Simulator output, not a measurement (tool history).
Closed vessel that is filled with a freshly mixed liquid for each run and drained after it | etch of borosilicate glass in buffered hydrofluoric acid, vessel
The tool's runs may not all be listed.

| run | day | temperature setpoint of the liquid (K) | parts of 40 % ammonium fluoride to one part of 49 % hydrofluoric acid (parts by volume) | time in the liquid (s) | thickness taken off the borosilicate glass on a monitor wafer (Å) |
|---|---|---|---|---|---|
| 1 | 0.000 | 295.15 | 20 | 100 | 560.47 |
| 2 | 0.296 | 296.15 | 20 | 100 | 583.77 |
| 3 | 0.550 | 297.15 | 20 | 100 | 620.76 |
| 4 | 0.729 | 297.15 | 20 | 100 | 617.45 |
| 5 | 0.783 | 297.15 | 23 | 100 | 566.02 |
| 6 | 0.979 | 298.15 | 23 | 100 | 602.94 |
| 7 | 1.321 | 298.65 | 23 | 100 | 608.52 |

Run 8 comes next. What will it give?
| 8 | 1.512 | 299.15 | 23 | 100 | ? |

{"run 8": {"thickness taken off the borosilicate glass on a monitor wafer (Å)": 636.46}}
